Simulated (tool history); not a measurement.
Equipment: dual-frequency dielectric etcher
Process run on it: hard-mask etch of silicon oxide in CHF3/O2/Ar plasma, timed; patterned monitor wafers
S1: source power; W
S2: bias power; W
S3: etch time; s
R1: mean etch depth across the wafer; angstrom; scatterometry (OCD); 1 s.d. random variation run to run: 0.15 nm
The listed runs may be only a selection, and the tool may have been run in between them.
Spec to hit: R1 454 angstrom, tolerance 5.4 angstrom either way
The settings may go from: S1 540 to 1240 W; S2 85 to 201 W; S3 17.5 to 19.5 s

| run | hour | S1 | S2 | S3 | R1 |
|---|---|---|---|---|---|
| 1 | 0 | 890 | 143 | 19.5 | 402.82 |
| 2 | 2.4 | 940 | 144 | 19.5 | 415.14 |
| 3 | 7.2 | 940 | 131 | 19.5 | 402.21 |
| 4 | 12.4 | 990 | 132 | 19.5 | 410.2 |
| 5 | 15.7 | 990 | 148 | 19.5 | 425.64 |
| 6 | 23.8 | 990 | 148 | 17.5 | 382.36 |
| 7 | 26.1 | 1170 | 177 | 17.5 | 437 |
| 8 | 30.9 | 1180 | 178 | 17.5 | 436.37 |
| 9 | 35.3 | 1190 | 180 | 17.5 | 438.77 |
| 10 | 42.1 | 1200 | 182 | 17.5 | 444.14 |
| 11 | 43.8 | 1210 | 183 | 17.5 | 445.81 |

Which single option among these 5 for the next run brings every result within its allowed miss of target? Just one does.
| A | 45.5 | 1190 | 185 | 18 | ? |
| B | 45.5 | 1130 | 180 | 19 | ? |
| C | 45.5 | 1240 | 190 | 18 | ? |
| D | 45.5 | 1170 | 171 | 19 | ? |
| E | 45.5 | 1220 | 173 | 17.5 | ? |

| move | R1 |
|---|---|
| A | 454.99 |
| B | 465.93 |
| C | 466.77 |
| D | 465.38 |
| E | 437.82 |
A: in spec on every target
B: takes the biggest miss from the last run beyond its target
C: takes the biggest miss from the last run beyond its target
D: takes the biggest miss from the last run beyond its target
E: lands further from the targets than the last run did
So the answer is move A, the one that meets all the targets.
